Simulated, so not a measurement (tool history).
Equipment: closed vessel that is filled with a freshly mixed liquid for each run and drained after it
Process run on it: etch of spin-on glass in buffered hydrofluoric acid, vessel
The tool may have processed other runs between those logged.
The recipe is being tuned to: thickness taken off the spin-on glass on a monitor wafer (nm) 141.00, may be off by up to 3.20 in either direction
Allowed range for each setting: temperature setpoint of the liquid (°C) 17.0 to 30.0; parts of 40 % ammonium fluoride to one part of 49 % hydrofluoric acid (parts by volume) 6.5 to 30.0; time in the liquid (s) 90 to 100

run	hour	temperature setpoint of the liquid (°C)	parts of 40 % ammonium fluoride to one part of 49 % hydrofluoric acid (parts by volume)	time in the liquid (s)	thickness taken off the spin-on glass on a monitor wafer (nm)
1	0.0	22.0	19.5	90	186.03
2	8.4	21.0	19.5	90	177.78
3	13.4	20.5	19.5	90	171.76
4	21.8	20.0	19.5	90	166.27
5	27.0	20.0	19.5	90	166.39
6	32.7	19.5	19.5	90	163.16
7	41.2	19.0	19.5	90	157.01
# hour 48.0: hydrofluoric acid flow meter replaced
8	48.0	18.5	19.5	90	165.88
9	54.7	18.0	20.0	90	157.03
10	63.2	18.0	20.5	90	154.26
11	70.2	18.0	21.0	90	150.43
12	71.3	17.5	21.5	90	145.64

Exercise: of the 5 proposed moves below, exactly one satisfies all targets within the stated allowed misses. Which move is it?
A	72.4	17.0	20.0	90	?
B	72.4	17.0	23.5	90	?
C	72.4	17.0	20.5	95	?
D	72.4	19.0	27.0	95	?
E	72.4	17.0	22.0	100	?

move	thickness taken off the spin-on glass on a monitor wafer (nm)
A	147.82
B	132.23
C	153.40
D	142.09
E	153.78
A: the biggest miss grows against the last run
B: carries the result that was furthest off beyond its target, to the other side
C: the biggest miss grows against the last run
D: every result lands within tolerance
E: the biggest miss grows against the last run
D is the move that brings every result within its allowed miss.

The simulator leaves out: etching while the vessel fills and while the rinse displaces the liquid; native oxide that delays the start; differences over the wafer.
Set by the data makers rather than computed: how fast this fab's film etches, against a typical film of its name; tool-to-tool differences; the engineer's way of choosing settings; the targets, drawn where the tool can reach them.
